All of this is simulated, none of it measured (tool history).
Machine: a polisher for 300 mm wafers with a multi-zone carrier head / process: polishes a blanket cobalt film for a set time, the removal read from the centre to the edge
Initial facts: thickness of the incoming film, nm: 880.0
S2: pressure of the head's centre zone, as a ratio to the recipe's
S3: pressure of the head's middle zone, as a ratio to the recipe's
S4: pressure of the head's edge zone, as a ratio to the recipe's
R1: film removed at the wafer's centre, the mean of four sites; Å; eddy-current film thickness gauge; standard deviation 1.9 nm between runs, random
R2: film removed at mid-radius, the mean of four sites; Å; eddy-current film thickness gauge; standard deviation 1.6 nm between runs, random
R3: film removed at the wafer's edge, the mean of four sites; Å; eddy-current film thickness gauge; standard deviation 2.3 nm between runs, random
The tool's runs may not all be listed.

{"run": 1, "day": 0.0, "flow of slurry (ml/min)": 215, "S2": 1.0, "S3": 1.0, "S4": 1.0, "polishing time (s)": 41, "R1": 1319.6, "R2": 1323.5, "R3": 1314.6}
{"run": 2, "day": 0.325, "flow of slurry (ml/min)": 215, "S2": 1.0, "S3": 1.0, "S4": 0.94, "polishing time (s)": 41, "R1": 1308.6, "R2": 1298.5, "R3": 1266.4}
{"run": 3, "day": 0.638, "flow of slurry (ml/min)": 215, "S2": 1.0, "S3": 1.0, "S4": 0.94, "polishing time (s)": 33, "R1": 1068.2, "R2": 1040.1, "R3": 1026.5}
{"run": 4, "day": 0.908, "flow of slurry (ml/min)": 215, "S2": 0.93, "S3": 1.0, "S4": 0.94, "polishing time (s)": 33, "R1": 992.72, "R2": 1058.4, "R3": 1022.1}
{"run": 5, "day": 1.033, "flow of slurry (ml/min)": 225, "S2": 0.99, "S3": 1.01, "S4": 0.98, "polishing time (s)": 36, "R1": 1175.2, "R2": 1159.0, "R3": 1189.1}
{"run": 6, "day": 1.083, "flow of slurry (ml/min)": 225, "S2": 1.03, "S3": 1.04, "S4": 0.99, "polishing time (s)": 38, "R1": 1265.2, "R2": 1260.4, "R3": 1222.0}
{"run": 7, "day": 1.112, "flow of slurry (ml/min)": 240, "S2": 1.07, "S3": 1.05, "S4": 1.02, "polishing time (s)": 40, "R1": 1408.8, "R2": 1360.7, "R3": 1293.6}
{"run": 8, "day": 1.271, "flow of slurry (ml/min)": 250, "S2": 1.09, "S3": 1.04, "S4": 1.05, "polishing time (s)": 42, "R1": 1491.1, "R2": 1412.0, "R3": 1403.9}
{"run": 9, "day": 1.45, "flow of slurry (ml/min)": 255, "S2": 1.11, "S3": 1.04, "S4": 1.07, "polishing time (s)": 43, "R1": 1571.2, "R2": 1474.6, "R3": 1413.8}
{"run": 10, "day": 1.483, "flow of slurry (ml/min)": 260, "S2": 1.12, "S3": 1.02, "S4": 1.09, "polishing time (s)": 45, "R1": 1681.1, "R2": 1485.8, "R3": 1536.5}
{"run": 11, "day": 1.733, "flow of slurry (ml/min)": 265, "S2": 1.13, "S3": 1.03, "S4": 1.11, "polishing time (s)": 46, "R1": 1706.9, "R2": 1522.9, "R3": 1575.9}
{"run": 12, "day": 2.1, "flow of slurry (ml/min)": 270, "S2": 1.14, "S3": 1.04, "S4": 1.12, "polishing time (s)": 47, "R1": 1753.6, "R2": 1594.9, "R3": 1602.9}

Run 13 comes next. What will it give?
{"run": 13, "day": 2.129, "flow of slurry (ml/min)": 275, "S2": 1.15, "S3": 1.04, "S4": 1.13, "polishing time (s)": 47, "R1": "?", "R2": "?", "R3": "?"}

{"run 13": {"R1": 1848.6, "R2": 1601.9, "R3": 1665.9}}

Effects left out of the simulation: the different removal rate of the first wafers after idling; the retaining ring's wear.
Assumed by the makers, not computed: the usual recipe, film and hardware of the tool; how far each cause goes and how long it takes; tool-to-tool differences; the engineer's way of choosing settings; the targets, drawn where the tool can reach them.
